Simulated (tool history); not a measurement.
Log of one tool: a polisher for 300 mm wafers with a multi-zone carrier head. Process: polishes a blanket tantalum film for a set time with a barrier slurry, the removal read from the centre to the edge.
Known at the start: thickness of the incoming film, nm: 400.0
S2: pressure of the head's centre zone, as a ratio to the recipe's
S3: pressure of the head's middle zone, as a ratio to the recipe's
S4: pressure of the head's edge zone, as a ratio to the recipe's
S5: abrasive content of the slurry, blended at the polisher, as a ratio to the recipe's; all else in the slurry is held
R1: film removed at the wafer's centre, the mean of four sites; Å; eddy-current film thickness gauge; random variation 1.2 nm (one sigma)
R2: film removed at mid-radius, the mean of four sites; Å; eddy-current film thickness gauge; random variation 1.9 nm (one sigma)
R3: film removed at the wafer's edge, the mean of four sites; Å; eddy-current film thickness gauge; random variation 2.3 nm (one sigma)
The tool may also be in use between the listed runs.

Run 1, day 0: flow of slurry (ml/min) 280, S2 1, S3 1, S4 1, S5 1, polishing time (s) 68. Result: R1 1326.3 Å, R2 1302.4 Å, R3 1351.5 Å.
Run 2, day 0.071: flow of slurry (ml/min) 285, S2 1.01, S3 1.04, S4 1.04, S5 1.15, polishing time (s) 70. Result: R1 1407.2 Å, R2 1445.8 Å, R3 1481.1 Å.
Run 3, day 0.15: flow of slurry (ml/min) 320, S2 1.01, S3 1.04, S4 1.04, S5 1.15, polishing time (s) 70. Result: R1 1440.2 Å, R2 1461.6 Å, R3 1451 Å.
Run 4, day 0.35: flow of slurry (ml/min) 290, S2 1.04, S3 1.07, S4 1.06, S5 1.25, polishing time (s) 72. Result: R1 1525.9 Å, R2 1554.6 Å, R3 1551.2 Å.
Run 5, day 0.512: flow of slurry (ml/min) 280, S2 1.05, S3 1.09, S4 1.08, S5 1.3, polishing time (s) 74. Result: R1 1601.5 Å, R2 1626.1 Å, R3 1659 Å.
Run 6, day 0.604: flow of slurry (ml/min) 280, S2 1.05, S3 1.09, S4 1.01, S5 1.3, polishing time (s) 74. Result: R1 1595.9 Å, R2 1606.5 Å, R3 1594.9 Å.

Forecast run 7:
Run 7, day 0.892: flow of slurry (ml/min) 275, S2 1.06, S3 1.11, S4 1.04, S5 1.35, polishing time (s) 75. Result: R1 ?, R2 ?, R3 ?.

Run 7 gave R1 1650.1 Å, R2 1689.3 Å, R3 1641 Å.
